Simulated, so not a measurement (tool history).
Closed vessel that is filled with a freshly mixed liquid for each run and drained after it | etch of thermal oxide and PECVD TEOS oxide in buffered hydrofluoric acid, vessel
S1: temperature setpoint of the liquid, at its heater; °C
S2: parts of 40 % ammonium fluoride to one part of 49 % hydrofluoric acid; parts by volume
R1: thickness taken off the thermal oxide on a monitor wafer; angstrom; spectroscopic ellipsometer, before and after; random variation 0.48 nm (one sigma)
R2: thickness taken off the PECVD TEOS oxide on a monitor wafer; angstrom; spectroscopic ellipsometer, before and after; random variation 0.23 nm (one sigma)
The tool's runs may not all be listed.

run 1 hour=0 | S1=23 S2=19.5 time_in_the_liquid_(s)=60 | R1=326.71 R2=365.23
run 2 hour=5.8 | S1=23 S2=15.5 time_in_the_liquid_(s)=60 | R1=397.7 R2=459.36
run 3 hour=12.9 | S1=23.5 S2=15.5 time_in_the_liquid_(s)=60 | R1=417.5 R2=467.42
run 4 hour=18.9 | S1=23.5 S2=15.5 time_in_the_liquid_(s)=75 | R1=517.32 R2=589.62
run 5 hour=20.1 | S1=24.5 S2=15.5 time_in_the_liquid_(s)=75 | R1=550.33 R2=621.62
run 6 hour=28.3 | S1=24.5 S2=15.5 time_in_the_liquid_(s)=95 | R1=698.89 R2=792.28
run 7 hour=32.2 | S1=24 S2=15.5 time_in_the_liquid_(s)=95 | R1=678.21 R2=758.67

Run 8 comes next. What will it give?
run 8 hour=35.6 | S1=22.5 S2=15.5 time_in_the_liquid_(s)=95 | R1=? R2=?

{"run 8": {"R1": 634.08, "R2": 701.84}}

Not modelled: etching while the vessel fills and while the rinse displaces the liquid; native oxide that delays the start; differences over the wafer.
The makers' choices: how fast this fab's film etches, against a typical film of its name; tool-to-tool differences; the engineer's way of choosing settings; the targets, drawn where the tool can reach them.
